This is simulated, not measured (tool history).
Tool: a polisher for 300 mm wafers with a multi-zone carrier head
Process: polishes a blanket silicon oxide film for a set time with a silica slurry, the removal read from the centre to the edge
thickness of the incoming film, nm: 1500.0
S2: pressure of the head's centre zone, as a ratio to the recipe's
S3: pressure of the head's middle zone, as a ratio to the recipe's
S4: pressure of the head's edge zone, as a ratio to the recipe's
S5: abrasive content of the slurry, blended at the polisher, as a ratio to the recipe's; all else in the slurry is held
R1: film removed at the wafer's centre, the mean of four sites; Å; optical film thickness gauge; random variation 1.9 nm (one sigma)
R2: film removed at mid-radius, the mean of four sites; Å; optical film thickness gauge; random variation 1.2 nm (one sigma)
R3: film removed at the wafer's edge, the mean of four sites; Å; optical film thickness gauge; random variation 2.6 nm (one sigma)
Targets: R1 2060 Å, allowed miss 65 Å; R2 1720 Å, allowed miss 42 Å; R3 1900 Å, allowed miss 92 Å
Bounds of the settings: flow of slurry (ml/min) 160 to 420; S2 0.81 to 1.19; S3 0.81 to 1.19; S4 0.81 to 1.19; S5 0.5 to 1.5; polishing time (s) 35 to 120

run 1 hour=0 | flow_of_slurry_(ml/min)=270 S2=1 S3=1 S4=1 S5=1 polishing_time_(s)=77 | R1=1618.7 R2=1639.4 R3=1593.1
run 2 hour=2.9 | flow_of_slurry_(ml/min)=270 S2=1 S3=1 S4=1.03 S5=1 polishing_time_(s)=77 | R1=1625.1 R2=1626.3 R3=1634.4
run 3 hour=6.4 | flow_of_slurry_(ml/min)=280 S2=1.03 S3=1 S4=1.06 S5=1 polishing_time_(s)=77 | R1=1662.5 R2=1627.6 R3=1636.8
run 4 hour=10 | flow_of_slurry_(ml/min)=280 S2=1.03 S3=1 S4=1.06 S5=1.15 polishing_time_(s)=77 | R1=1790.3 R2=1720.7 R3=1733.8
run 5 hour=12.2 | flow_of_slurry_(ml/min)=280 S2=0.99 S3=1 S4=1.06 S5=1.15 polishing_time_(s)=77 | R1=1737.3 R2=1713 R3=1741.1
run 6 hour=20.5 | flow_of_slurry_(ml/min)=280 S2=0.99 S3=0.96 S4=1.06 S5=1.15 polishing_time_(s)=77 | R1=1715.7 R2=1628 R3=1770.4
run 7 hour=25.6 | flow_of_slurry_(ml/min)=285 S2=1.02 S3=0.96 S4=1.07 S5=1.2 polishing_time_(s)=77 | R1=1788.3 R2=1685.1 R3=1778.4
run 8 hour=27.1 | flow_of_slurry_(ml/min)=290 S2=1.05 S3=0.95 S4=1.09 S5=1.25 polishing_time_(s)=77 | R1=1861.3 R2=1686.3 R3=1818.2
run 9 hour=32 | flow_of_slurry_(ml/min)=295 S2=1.07 S3=0.95 S4=1.1 S5=1.25 polishing_time_(s)=77 | R1=1930.5 R2=1689.2 R3=1806.4
run 10 hour=33.7 | flow_of_slurry_(ml/min)=300 S2=1.08 S3=0.95 S4=1.11 S5=1.25 polishing_time_(s)=77 | R1=1942.9 R2=1690 R3=1838.8
run 11 hour=40.8 | flow_of_slurry_(ml/min)=305 S2=1.09 S3=0.95 S4=1.12 S5=1.25 polishing_time_(s)=77 | R1=1947.5 R2=1695.7 R3=1820.4
run 12 hour=48.2 | flow_of_slurry_(ml/min)=305 S2=1.1 S3=0.95 S4=1.13 S5=1.25 polishing_time_(s)=77 | R1=1963.1 R2=1698.3 R3=1831.9

Which of these 4 next moves meets every target?
run A hour=55.6 | flow_of_slurry_(ml/min)=335 S2=1.03 S3=0.91 S4=1.19 S5=1.5 polishing_time_(s)=80 | R1=? R2=? R3=?
run B hour=55.6 | flow_of_slurry_(ml/min)=295 S2=1.14 S3=0.96 S4=1.17 S5=1.2 polishing_time_(s)=79 | R1=? R2=? R3=?
run C hour=55.6 | flow_of_slurry_(ml/min)=300 S2=1.18 S3=0.97 S4=1.08 S5=1.3 polishing_time_(s)=81 | R1=? R2=? R3=?
run D hour=55.6 | flow_of_slurry_(ml/min)=305 S2=1.06 S3=0.81 S4=1.19 S5=1.35 polishing_time_(s)=82 | R1=? R2=? R3=?

move=A R1=2034.7 R2=1836.5 R3=2139.5
move=B R1=2046.6 R2=1744.7 R3=1932.1
move=C R1=2233.5 R2=1854.5 R3=1953.4
move=D R1=2055.6 R2=1640.2 R3=2110.6
A: brings the result that was furthest off to its target, and leaves another outside
B: meets every target
C: takes the result that was furthest off past its target
D: brings the result that was furthest off to its target, and leaves another outside
Answer: B
